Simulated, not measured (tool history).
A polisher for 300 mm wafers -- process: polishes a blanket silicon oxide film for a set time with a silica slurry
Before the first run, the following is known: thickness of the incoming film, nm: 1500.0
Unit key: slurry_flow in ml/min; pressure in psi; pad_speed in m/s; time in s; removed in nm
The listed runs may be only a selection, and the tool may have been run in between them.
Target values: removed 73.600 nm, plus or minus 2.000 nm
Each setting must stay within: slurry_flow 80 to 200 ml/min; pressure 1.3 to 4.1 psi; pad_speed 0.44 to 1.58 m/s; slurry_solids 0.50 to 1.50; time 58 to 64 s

run  hour  slurry_flow  pressure  pad_speed  slurry_solids  time  removed
  1   0.0          130       2.7       1.00           1.00    64  111.740
  2   6.1          130       2.7       1.00           1.00    64  110.230
  3  10.5          125       2.6       1.00           1.00    64  108.250
  4  12.4          100       2.6       1.00           1.00    64  104.260
  5  15.3          100       2.5       1.00           1.00    64  101.480
  6  18.6          100       2.9       1.00           1.00    64  113.500
  7  24.9          100       2.7       1.00           1.00    64  107.760
  8  26.1          100       2.5       1.00           1.00    64  101.800
  9  28.3          100       2.3       1.00           1.00    64   93.962
 10  36.3          100       2.2       1.00           1.00    64   91.110
 11  45.2          100       2.1       1.00           1.00    64   88.514
 12  51.0          100       2.0       1.00           1.00    64   84.153
 13  58.8          100       1.9       1.00           1.00    64   81.684

Which of these 4 next moves meets every target?
  A  66.6          105       2.0       0.92           1.05    60        ?
  B  66.6           95       1.8       1.24           1.00    64        ?
  C  66.6          105       2.1       0.92           0.95    59        ?
  D  66.6          105       1.7       1.26           0.85    64        ?

move  removed
   A   76.577
   B   91.250
   C   73.143
   D   79.040
A: nearer the targets than the last run, but a result is still out of spec
B: further off than the last run
C: in spec on every target
D: nearer the targets than the last run, but a result is still out of spec
Move C is the one to make.
